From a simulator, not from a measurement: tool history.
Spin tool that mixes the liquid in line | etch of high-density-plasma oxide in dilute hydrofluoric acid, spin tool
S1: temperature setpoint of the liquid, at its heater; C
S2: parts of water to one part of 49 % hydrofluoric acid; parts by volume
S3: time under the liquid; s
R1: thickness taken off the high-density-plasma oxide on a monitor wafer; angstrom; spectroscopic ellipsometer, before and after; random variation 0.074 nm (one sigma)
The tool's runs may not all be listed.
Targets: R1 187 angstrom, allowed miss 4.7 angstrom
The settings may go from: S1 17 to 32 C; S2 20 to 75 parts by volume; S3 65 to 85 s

run	hour	S1	S2	S3	R1
1	0	24	45	85	141.99
2	8.5	24	45	65	108.8
3	16.3	24	35	65	141.51
4	19.4	24	20	65	253.35
# hour 28.1: thermometer replaced
5	28.1	24	20	85	310.96
6	30.8	24	20	85	313.29
7	31.5	22.5	20	85	292.37
8	39.2	21.5	20	85	280.77
9	44.8	20.5	20	85	267.49
10	49.9	17	30	85	151.23
11	58.9	18	30	85	158.59
12	67.1	18.5	30	85	161.78
13	70.4	19	30	85	165.61
14	76.1	19.5	30	85	168.53
15	82.8	19.5	30	85	169.48
16	85.7	20	30	85	171.94
17	88.5	20.5	30	85	175.7
18	90.4	21	30	85	181.09

Which of these 4 next moves meets every target?
A	92.3	20	25	80	?
B	92.3	25	25	65	?
C	92.3	17.5	25	85	?
D	92.3	20.5	30	85	?

move	R1
A	195.12
B	196.07
C	185.88
D	175.46
A: takes the result that was furthest off past its target
B: takes the result that was furthest off past its target
C: meets every target
D: further off than the last run
Move C is the one to make.
